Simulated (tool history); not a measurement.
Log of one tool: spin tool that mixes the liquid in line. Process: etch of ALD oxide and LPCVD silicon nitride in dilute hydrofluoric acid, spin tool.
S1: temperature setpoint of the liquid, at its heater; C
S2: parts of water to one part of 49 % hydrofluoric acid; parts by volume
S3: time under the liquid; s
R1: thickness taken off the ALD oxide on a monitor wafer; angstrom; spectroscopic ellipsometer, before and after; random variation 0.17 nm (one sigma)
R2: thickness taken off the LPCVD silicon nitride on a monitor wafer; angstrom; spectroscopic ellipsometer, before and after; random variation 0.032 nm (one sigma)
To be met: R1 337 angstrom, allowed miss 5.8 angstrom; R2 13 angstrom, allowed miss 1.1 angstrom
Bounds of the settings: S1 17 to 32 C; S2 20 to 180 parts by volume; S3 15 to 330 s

Run 1, day 0: S1 24 C, S2 100 parts by volume, S3 170 s. Result: R1 236.27 angstrom, R2 10.24 angstrom.
Run 2, day 0.079: S1 24 C, S2 100 parts by volume, S3 235 s. Result: R1 324.33 angstrom, R2 14.56 angstrom.
Run 3, day 0.108: S1 27.5 C, S2 100 parts by volume, S3 235 s. Result: R1 372.79 angstrom, R2 17.279 angstrom.
Run 4, day 0.321: S1 27.5 C, S2 100 parts by volume, S3 295 s. Result: R1 464.11 angstrom, R2 22.002 angstrom.
Run 5, day 0.604: S1 27.5 C, S2 125 parts by volume, S3 295 s. Result: R1 364.27 angstrom, R2 17.271 angstrom.
Run 6, day 0.804: S1 27.5 C, S2 160 parts by volume, S3 295 s. Result: R1 270.69 angstrom, R2 14.166 angstrom.
Run 7, day 1.1: S1 27 C, S2 150 parts by volume, S3 290 s. Result: R1 282.42 angstrom, R2 13.513 angstrom.
Run 8, day 1.475: S1 26.5 C, S2 145 parts by volume, S3 290 s. Result: R1 289.36 angstrom, R2 14.658 angstrom.
Run 9, day 1.75: S1 27.5 C, S2 140 parts by volume, S3 285 s. Result: R1 305.46 angstrom, R2 15.603 angstrom.
Run 10, day 2.108: S1 26 C, S2 130 parts by volume, S3 285 s. Result: R1 316.14 angstrom, R2 14.835 angstrom.
Run 11, day 2.275: S1 25.5 C, S2 125 parts by volume, S3 285 s. Result: R1 328.15 angstrom, R2 14.95 angstrom.
Run 12, day 2.604: S1 25 C, S2 120 parts by volume, S3 285 s. Result: R1 332.85 angstrom, R2 15.778 angstrom.
Run 13, day 2.771: S1 25 C, S2 120 parts by volume, S3 280 s. Result: R1 327.11 angstrom, R2 15.166 angstrom.
Run 14, day 2.867: S1 24.5 C, S2 115 parts by volume, S3 275 s. Result: R1 331.83 angstrom, R2 14.958 angstrom.
Run 15, day 3.046: S1 24 C, S2 110 parts by volume, S3 275 s. Result: R1 342.62 angstrom, R2 14.919 angstrom.
Run 16, day 3.2: S1 23.5 C, S2 110 parts by volume, S3 275 s. Result: R1 338.56 angstrom, R2 14.182 angstrom.
Run 17, day 3.308: S1 23 C, S2 110 parts by volume, S3 275 s. Result: R1 326.96 angstrom, R2 13.626 angstrom.
Run 18, day 3.479: S1 22.5 C, S2 110 parts by volume, S3 275 s. Result: R1 321.94 angstrom, R2 13.578 angstrom.

4 next moves are on the table. One of them brings every result within its allowed miss. Which?
Run A, day 3.65: S1 25.5 C, S2 125 parts by volume, S3 285 s. Result: R1 ?, R2 ?.
Run B, day 3.65: S1 19 C, S2 110 parts by volume, S3 330 s. Result: R1 ?, R2 ?.
Run C, day 3.65: S1 19.5 C, S2 80 parts by volume, S3 235 s. Result: R1 ?, R2 ?.
Run D, day 3.65: S1 25 C, S2 125 parts by volume, S3 320 s. Result: R1 ?, R2 ?.

move      R1      R2
   A  324.32   15.17
   B  335.26  12.937
   C  346.45  13.003
   D  357.21  16.492
A: nearer than the last run, and not there yet
B: meets every target
C: takes the result that was furthest off past its target
D: takes the result that was furthest off past its target
The right move is B.
